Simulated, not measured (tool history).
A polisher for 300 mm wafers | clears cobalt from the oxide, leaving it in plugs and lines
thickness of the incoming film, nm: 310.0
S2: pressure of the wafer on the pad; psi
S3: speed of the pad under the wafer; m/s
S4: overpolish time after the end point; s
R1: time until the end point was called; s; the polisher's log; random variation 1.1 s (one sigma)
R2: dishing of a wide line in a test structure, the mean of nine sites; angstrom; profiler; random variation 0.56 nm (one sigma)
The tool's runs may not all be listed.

run 1 hour=0.0 | flow_of_slurry_(ml/min)=165 S2=1.9 S3=0.78 S4=25 | R1=88.750 R2=510.87
run 2 hour=6.2 | flow_of_slurry_(ml/min)=160 S2=1.9 S3=0.78 S4=20 | R1=89.972 R2=444.78
run 3 hour=11.7 | flow_of_slurry_(ml/min)=160 S2=2.3 S3=0.78 S4=20 | R1=75.259 R2=489.36
run 4 hour=20.4 | flow_of_slurry_(ml/min)=145 S2=2.3 S3=0.76 S4=17 | R1=76.721 R2=440.86
run 5 hour=22.7 | flow_of_slurry_(ml/min)=175 S2=2.3 S3=0.76 S4=17 | R1=76.087 R2=449.90
run 6 hour=30.5 | flow_of_slurry_(ml/min)=155 S2=2.4 S3=0.70 S4=14 | R1=79.635 R2=391.29
run 7 hour=38.3 | flow_of_slurry_(ml/min)=140 S2=2.6 S3=0.62 S4=12 | R1=80.594 R2=338.27

Forecast run 8:
run 8 hour=46.9 | flow_of_slurry_(ml/min)=100 S2=3.0 S3=0.40 S4=8 | R1=? R2=?

R1: 91.934 s
R2: 220.85 angstrom
